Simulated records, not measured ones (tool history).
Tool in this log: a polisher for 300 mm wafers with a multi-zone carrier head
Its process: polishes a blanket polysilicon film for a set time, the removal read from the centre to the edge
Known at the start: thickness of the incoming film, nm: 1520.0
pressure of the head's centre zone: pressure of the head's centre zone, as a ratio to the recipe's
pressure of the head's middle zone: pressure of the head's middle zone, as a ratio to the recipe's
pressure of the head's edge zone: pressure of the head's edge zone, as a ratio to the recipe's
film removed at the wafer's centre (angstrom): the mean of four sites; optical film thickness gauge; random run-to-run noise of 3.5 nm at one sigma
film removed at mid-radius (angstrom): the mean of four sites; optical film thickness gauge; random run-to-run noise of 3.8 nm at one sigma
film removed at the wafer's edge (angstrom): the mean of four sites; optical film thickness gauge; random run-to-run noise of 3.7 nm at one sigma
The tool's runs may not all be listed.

run  hour  flow of slurry (ml/min)  pressure of the head's centre zone  pressure of the head's middle zone  pressure of the head's edge zone  polishing time (s)  film removed at the wafer's centre (angstrom)  film removed at mid-radius (angstrom)  film removed at the wafer's edge (angstrom)
  1   0.0                      200                                1.00                                1.00                              1.00                  52                                         6463.0                                 6347.6                                       6652.0
  2   0.7                      200                                1.00                                1.00                              1.00                  60                                         7359.0                                 7318.3                                       7595.8
  3   8.9                      200                                1.00                                1.00                              1.00                  54                                         6638.7                                 6611.5                                       6786.0
  4  17.0                      195                                1.00                                0.97                              0.97                  50                                         6195.9                                 5887.5                                       6085.9
  5  23.9                      195                                1.00                                0.97                              0.91                  50                                         6204.0                                 5906.5                                       6042.4
  6  25.2                      190                                1.00                                0.94                              0.89                  48                                         5903.5                                 5542.6                                       5716.4
  7  25.7                      185                                1.00                                0.92                              0.88                  46                                         5531.3                                 5203.1                                       5515.4
  8  32.5                      190                                1.01                                0.91                              0.87                  44                                         5480.3                                 4921.4                                       5261.2
  9  40.7                      185                                1.01                                0.90                              0.86                  43                                         5207.3                                 4884.1                                       5088.5
 10  45.8                      185                                1.03                                0.88                              0.86                  42                                         5265.8                                 4595.3                                       4916.1
 11  46.9                      175                                1.03                                0.87                              0.85                  42                                         5194.1                                 4603.0                                       4913.7

Predict the results of run 12:
 12  49.9                      175                                1.03                                0.86                              0.85                  41                                              ?                                      ?                                            ?

film removed at the wafer's centre (angstrom): 5015.7
film removed at mid-radius (angstrom): 4434.7
film removed at the wafer's edge (angstrom): 4748.2

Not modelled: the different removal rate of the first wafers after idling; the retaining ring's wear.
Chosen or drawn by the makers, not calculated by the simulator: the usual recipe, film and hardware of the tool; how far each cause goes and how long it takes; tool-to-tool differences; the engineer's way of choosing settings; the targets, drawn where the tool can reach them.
